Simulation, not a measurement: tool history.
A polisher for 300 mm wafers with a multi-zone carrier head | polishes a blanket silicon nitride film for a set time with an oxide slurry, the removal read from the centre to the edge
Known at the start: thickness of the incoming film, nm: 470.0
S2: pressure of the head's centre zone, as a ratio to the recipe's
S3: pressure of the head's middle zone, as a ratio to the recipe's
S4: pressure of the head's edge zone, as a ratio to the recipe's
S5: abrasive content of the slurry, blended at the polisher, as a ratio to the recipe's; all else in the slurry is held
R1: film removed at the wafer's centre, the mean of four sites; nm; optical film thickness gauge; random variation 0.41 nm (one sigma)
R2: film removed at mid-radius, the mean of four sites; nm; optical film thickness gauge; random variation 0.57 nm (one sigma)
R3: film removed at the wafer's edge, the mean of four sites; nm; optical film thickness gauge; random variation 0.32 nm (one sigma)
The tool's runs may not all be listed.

run 1 day=0 | flow_of_slurry_(ml/min)=250 S2=1 S3=1 S4=1 S5=1 polishing_time_(s)=65 | R1=51.545 R2=52.211 R3=51.317
run 2 day=0.333 | flow_of_slurry_(ml/min)=250 S2=1 S3=1 S4=1.08 S5=1 polishing_time_(s)=65 | R1=51.983 R2=49.546 R3=52.74
run 3 day=0.662 | flow_of_slurry_(ml/min)=250 S2=1 S3=1 S4=1.08 S5=0.85 polishing_time_(s)=65 | R1=48.827 R2=48.418 R3=49.671
run 4 day=0.725 | flow_of_slurry_(ml/min)=245 S2=1.01 S3=0.98 S4=1.06 S5=0.8 polishing_time_(s)=65 | R1=47.85 R2=45.064 R3=47.876
-- day=0.75 worn pad replaced by a new one
run 5 day=0.75 | flow_of_slurry_(ml/min)=245 S2=1.01 S3=0.98 S4=1.06 S5=0.8 polishing_time_(s)=51 | R1=39.742 R2=38.649 R3=39.258
run 6 day=1.083 | flow_of_slurry_(ml/min)=245 S2=1.01 S3=0.98 S4=1.06 S5=0.8 polishing_time_(s)=43 | R1=33.221 R2=31.188 R3=33.41
run 7 day=1.15 | flow_of_slurry_(ml/min)=245 S2=1.01 S3=0.98 S4=1.06 S5=0.8 polishing_time_(s)=43 | R1=33.398 R2=32.309 R3=33.492
run 8 day=1.325 | flow_of_slurry_(ml/min)=245 S2=1.01 S3=0.98 S4=1.06 S5=0.8 polishing_time_(s)=43 | R1=34.162 R2=32.209 R3=33.38

Forecast run 9:
run 9 day=1.483 | flow_of_slurry_(ml/min)=250 S2=1.02 S3=1 S4=1.07 S5=0.85 polishing_time_(s)=43 | R1=? R2=? R3=?

Run 9 gave R1 34.981 nm, R2 33.125 nm, R3 34.611 nm.

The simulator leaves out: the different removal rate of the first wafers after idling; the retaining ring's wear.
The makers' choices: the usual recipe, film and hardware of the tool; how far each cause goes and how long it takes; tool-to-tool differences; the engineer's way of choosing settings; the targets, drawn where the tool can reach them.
